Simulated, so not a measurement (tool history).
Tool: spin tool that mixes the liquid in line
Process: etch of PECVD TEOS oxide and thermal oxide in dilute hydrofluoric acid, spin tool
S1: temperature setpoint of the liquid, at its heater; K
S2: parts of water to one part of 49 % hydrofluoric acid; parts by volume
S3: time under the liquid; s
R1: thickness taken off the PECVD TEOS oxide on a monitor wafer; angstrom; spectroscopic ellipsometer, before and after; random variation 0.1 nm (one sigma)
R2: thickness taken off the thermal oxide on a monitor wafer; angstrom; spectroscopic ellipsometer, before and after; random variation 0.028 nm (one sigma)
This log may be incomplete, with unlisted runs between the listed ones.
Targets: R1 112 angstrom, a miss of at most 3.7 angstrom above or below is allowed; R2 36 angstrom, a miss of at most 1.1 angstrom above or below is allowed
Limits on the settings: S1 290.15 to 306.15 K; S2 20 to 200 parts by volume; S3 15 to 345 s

run 1 hour=0 | S1=298.15 S2=110 S3=175 | R1=259.92 R2=82.495
run 2 hour=6 | S1=298.15 S2=125 S3=175 | R1=222.22 R2=71.172
run 3 hour=11.3 | S1=301.15 S2=125 S3=175 | R1=251.18 R2=79.271
run 4 hour=15.5 | S1=303.65 S2=125 S3=175 | R1=272.78 R2=87.447
run 5 hour=19.1 | S1=302.65 S2=125 S3=175 | R1=263.93 R2=84.414
run 6 hour=27.6 | S1=302.65 S2=85 S3=175 | R1=408.16 R2=131.16
run 7 hour=31.7 | S1=300.65 S2=100 S3=175 | R1=315.12 R2=100.78
run 8 hour=34.9 | S1=296.65 S2=145 S3=175 | R1=179.5 R2=56.384
run 9 hour=41.7 | S1=295.65 S2=150 S3=175 | R1=165.75 R2=52.916
run 10 hour=46.7 | S1=294.65 S2=155 S3=175 | R1=153.24 R2=48.709

Which one of the following 4 next-run settings gets every result inside its allowed miss? There is exactly one.
run A hour=51.7 | S1=296.15 S2=150 S3=110 | R1=? R2=?
run B hour=51.7 | S1=293.65 S2=135 S3=115 | R1=? R2=?
run C hour=51.7 | S1=296.65 S2=185 S3=240 | R1=? R2=?
run D hour=51.7 | S1=290.15 S2=25 S3=20 | R1=? R2=?

move=A R1=103.77 R2=33.697
move=B R1=111.07 R2=36.068
move=C R1=180.04 R2=58.464
move=D R1=101.73 R2=33.035
A: the result that was furthest off in the last run now lies on the other side of its target
B: hits every target within its allowed miss
C: its largest miss is bigger than the last run's
D: the result that was furthest off in the last run now lies on the other side of its target
B meets every target.
